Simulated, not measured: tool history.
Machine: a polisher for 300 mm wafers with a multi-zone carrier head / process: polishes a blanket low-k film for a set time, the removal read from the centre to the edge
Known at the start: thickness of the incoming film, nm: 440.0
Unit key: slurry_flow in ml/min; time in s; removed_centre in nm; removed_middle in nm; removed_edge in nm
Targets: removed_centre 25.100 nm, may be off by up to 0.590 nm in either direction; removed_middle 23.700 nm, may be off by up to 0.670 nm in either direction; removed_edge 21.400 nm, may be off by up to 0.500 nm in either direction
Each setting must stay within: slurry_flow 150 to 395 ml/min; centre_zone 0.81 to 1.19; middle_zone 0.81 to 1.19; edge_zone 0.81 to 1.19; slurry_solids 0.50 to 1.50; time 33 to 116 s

{"run": 1, "hour": 0.0, "slurry_flow": 250, "centre_zone": 1.0, "middle_zone": 1.0, "edge_zone": 1.0, "slurry_solids": 1.0, "time": 74, "removed_centre": 16.773, "removed_middle": 16.753, "removed_edge": 16.53}
{"run": 2, "hour": 5.5, "slurry_flow": 250, "centre_zone": 1.0, "middle_zone": 1.0, "edge_zone": 1.0, "slurry_solids": 1.0, "time": 90, "removed_centre": 20.387, "removed_middle": 20.032, "removed_edge": 20.122}
{"run": 3, "hour": 13.5, "slurry_flow": 250, "centre_zone": 1.0, "middle_zone": 1.0, "edge_zone": 1.0, "slurry_solids": 0.9, "time": 90, "removed_centre": 19.047, "removed_middle": 18.862, "removed_edge": 18.497}
{"run": 4, "hour": 21.5, "slurry_flow": 250, "centre_zone": 1.06, "middle_zone": 1.0, "edge_zone": 1.0, "slurry_solids": 0.9, "time": 90, "removed_centre": 20.13, "removed_middle": 18.682, "removed_edge": 18.629}
{"run": 5, "hour": 22.2, "slurry_flow": 250, "centre_zone": 1.06, "middle_zone": 1.0, "edge_zone": 1.0, "slurry_solids": 0.9, "time": 82, "removed_centre": 18.137, "removed_middle": 17.034, "removed_edge": 16.916}
{"run": 6, "hour": 28.9, "slurry_flow": 270, "centre_zone": 1.09, "middle_zone": 1.04, "edge_zone": 1.01, "slurry_solids": 0.95, "time": 82, "removed_centre": 19.779, "removed_middle": 18.511, "removed_edge": 17.624}
{"run": 7, "hour": 32.3, "slurry_flow": 285, "centre_zone": 1.11, "middle_zone": 1.06, "edge_zone": 1.04, "slurry_solids": 1.0, "time": 82, "removed_centre": 20.443, "removed_middle": 19.58, "removed_edge": 18.413}
{"run": 8, "hour": 38.4, "slurry_flow": 340, "centre_zone": 1.19, "middle_zone": 1.1, "edge_zone": 1.06, "slurry_solids": 1.25, "time": 83, "removed_centre": 25.998, "removed_middle": 23.211, "removed_edge": 21.903}

5 next moves are on the table. One of them brings every result within its allowed miss. Which?
{"run": "A", "hour": 44.5, "slurry_flow": 365, "centre_zone": 1.14, "middle_zone": 1.12, "edge_zone": 1.1, "slurry_solids": 1.25, "time": 84, "removed_centre": "?", "removed_middle": "?", "removed_edge": "?"}
{"run": "B", "hour": 44.5, "slurry_flow": 310, "centre_zone": 1.08, "middle_zone": 1.19, "edge_zone": 1.13, "slurry_solids": 1.5, "time": 76, "removed_centre": "?", "removed_middle": "?", "removed_edge": "?"}
{"run": "C", "hour": 44.5, "slurry_flow": 395, "centre_zone": 1.09, "middle_zone": 1.03, "edge_zone": 1.02, "slurry_solids": 1.15, "time": 90, "removed_centre": "?", "removed_middle": "?", "removed_edge": "?"}
{"run": "D", "hour": 44.5, "slurry_flow": 315, "centre_zone": 1.15, "middle_zone": 1.11, "edge_zone": 1.01, "slurry_solids": 1.0, "time": 95, "removed_centre": "?", "removed_middle": "?", "removed_edge": "?"}
{"run": "E", "hour": 44.5, "slurry_flow": 350, "centre_zone": 1.07, "middle_zone": 1.03, "edge_zone": 1.07, "slurry_solids": 1.15, "time": 87, "removed_centre": "?", "removed_middle": "?", "removed_edge": "?"}

move=A removed_centre=25.702 removed_middle=23.785 removed_edge=22.717
move=B removed_centre=23.531 removed_middle=24.233 removed_edge=22.320
move=C removed_centre=25.404 removed_middle=22.887 removed_edge=22.602
move=D removed_centre=25.539 removed_middle=23.286 removed_edge=21.551
move=E removed_centre=23.853 removed_middle=21.908 removed_edge=22.201
A: further off than the last run
B: carries the result that was furthest off beyond its target, to the other side
C: corrects the largest miss of the last run, while another result sits out of spec
D: every result within its allowed miss
E: carries the result that was furthest off beyond its target, to the other side
D is the move that brings every result within its allowed miss.
